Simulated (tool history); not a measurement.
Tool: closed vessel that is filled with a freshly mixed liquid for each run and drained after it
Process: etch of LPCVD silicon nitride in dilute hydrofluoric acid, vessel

run	hour	temperature setpoint of the liquid (°C)	parts of water to one part of 49 % hydrofluoric acid (parts by volume)	time in the liquid (s)	thickness taken off the LPCVD silicon nitride on a monitor wafer (nm)
1	0	24	135	3025	11.499
2	6	22	140	3025	9.7397
3	8.7	22	105	3025	12.938
4	13.4	22	105	3025	12.972
5	17.3	20.5	120	3025	10.313
6	21	19.5	130	3025	8.8325
7	25.1	19	135	3025	8.2474
8	28.4	18.5	140	3025	7.762

Run 9 comes next. What will it give?
9	37	18	145	3025	?

{"run 9": {"thickness taken off the LPCVD silicon nitride on a monitor wafer (nm)": 7.1566}}

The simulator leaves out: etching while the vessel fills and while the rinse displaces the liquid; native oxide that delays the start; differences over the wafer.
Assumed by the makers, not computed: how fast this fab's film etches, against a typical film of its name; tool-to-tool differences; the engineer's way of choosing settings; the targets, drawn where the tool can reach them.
